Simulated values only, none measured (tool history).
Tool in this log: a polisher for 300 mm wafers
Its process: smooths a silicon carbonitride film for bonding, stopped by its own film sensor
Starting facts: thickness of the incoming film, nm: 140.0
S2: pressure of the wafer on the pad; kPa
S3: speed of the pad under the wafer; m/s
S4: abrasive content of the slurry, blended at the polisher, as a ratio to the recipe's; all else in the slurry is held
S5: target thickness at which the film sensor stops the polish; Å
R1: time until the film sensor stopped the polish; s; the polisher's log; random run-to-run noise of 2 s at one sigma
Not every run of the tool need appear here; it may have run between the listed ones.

{"run": 1, "hour": 0.0, "flow of slurry (ml/min)": 305, "S2": 13.1, "S3": 0.98, "S4": 1, "S5": 1110, "R1": 157.51}
{"run": 2, "hour": 6.2, "flow of slurry (ml/min)": 305, "S2": 12.4, "S3": 0.98, "S4": 1, "S5": 1110, "R1": 167.92}
{"run": 3, "hour": 9.4, "flow of slurry (ml/min)": 360, "S2": 12.4, "S3": 0.98, "S4": 1, "S5": 1110, "R1": 164.7}
{"run": 4, "hour": 17.9, "flow of slurry (ml/min)": 360, "S2": 15.2, "S3": 0.98, "S4": 1, "S5": 1110, "R1": 135.05}
{"run": 5, "hour": 19.8, "flow of slurry (ml/min)": 360, "S2": 15.2, "S3": 1.22, "S4": 1, "S5": 1110, "R1": 115.76}
{"run": 6, "hour": 20.4, "flow of slurry (ml/min)": 360, "S2": 15.2, "S3": 1.38, "S4": 1, "S5": 1110, "R1": 105.41}
{"run": 7, "hour": 27.8, "flow of slurry (ml/min)": 360, "S2": 13.8, "S3": 1.38, "S4": 1, "S5": 1110, "R1": 116.36}
{"run": 8, "hour": 32.3, "flow of slurry (ml/min)": 360, "S2": 9.7, "S3": 1.34, "S4": 1, "S5": 1110, "R1": 170.27}
{"run": 9, "hour": 34.4, "flow of slurry (ml/min)": 360, "S2": 8.3, "S3": 1.34, "S4": 1, "S5": 1110, "R1": 193.21}
{"run": 10, "hour": 38.3, "flow of slurry (ml/min)": 360, "S2": 7.6, "S3": 1.34, "S4": 1, "S5": 1110, "R1": 211.56}
{"run": 11, "hour": 44.2, "flow of slurry (ml/min)": 360, "S2": 8.3, "S3": 1.34, "S4": 1, "S5": 1110, "R1": 195.34}
{"run": 12, "hour": 51.4, "flow of slurry (ml/min)": 360, "S2": 7.6, "S3": 1.34, "S4": 1, "S5": 1110, "R1": 213.28}

Estimate the outcome of run 13 from the log above:
{"run": 13, "hour": 55.8, "flow of slurry (ml/min)": 360, "S2": 8.3, "S3": 1.34, "S4": 1, "S5": 1110, "R1": "?"}

R1: 194.02 s
